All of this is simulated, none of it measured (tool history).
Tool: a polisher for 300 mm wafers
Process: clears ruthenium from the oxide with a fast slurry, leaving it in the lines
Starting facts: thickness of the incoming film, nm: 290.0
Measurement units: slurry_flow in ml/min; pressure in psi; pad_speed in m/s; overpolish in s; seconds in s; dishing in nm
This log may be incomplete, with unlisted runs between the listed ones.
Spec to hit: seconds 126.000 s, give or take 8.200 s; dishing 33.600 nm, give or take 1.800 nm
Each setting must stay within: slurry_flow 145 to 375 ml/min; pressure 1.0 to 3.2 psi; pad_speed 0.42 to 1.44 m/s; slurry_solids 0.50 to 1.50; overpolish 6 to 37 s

run	hour	slurry_flow	pressure	pad_speed	slurry_solids	overpolish	seconds	dishing
1	0.0	240	2.1	0.92	1.00	19	91.885	37.689
2	3.0	290	2.1	0.92	1.00	19	90.799	37.924
3	8.7	240	2.1	0.92	1.00	19	89.549	37.111
4	17.2	240	2.0	0.92	1.00	20	98.374	37.757
5	25.9	240	2.0	0.92	1.00	14	95.104	30.078
6	29.3	240	2.0	0.92	1.10	14	88.488	31.800
7	33.6	240	1.9	0.92	1.10	15	92.774	31.482
8	34.4	240	1.8	0.92	1.10	16	99.738	32.075
9	42.7	240	1.7	0.92	1.10	17	103.640	31.233
10	43.7	240	1.7	0.92	1.10	18	105.180	32.225
11	50.5	240	1.7	0.92	1.10	19	107.640	34.982

Exercise: of the 4 proposed moves below, exactly one satisfies all targets within the stated allowed misses. Which move is it?
A	57.3	225	1.8	0.78	1.00	22	?	?
B	57.3	275	2.0	0.88	1.00	17	?	?
C	57.3	225	1.2	0.98	1.15	29	?	?
D	57.3	310	1.5	0.82	0.95	31	?	?

move	seconds	dishing
A	124.720	33.952
B	98.300	33.499
C	135.990	38.389
D	142.050	38.938
A: in spec on every target
B: moves away from the targets compared with the last run
C: carries the result that was furthest off beyond its target, to the other side
D: carries the result that was furthest off beyond its target, to the other side
Go with A: it meets all targets.
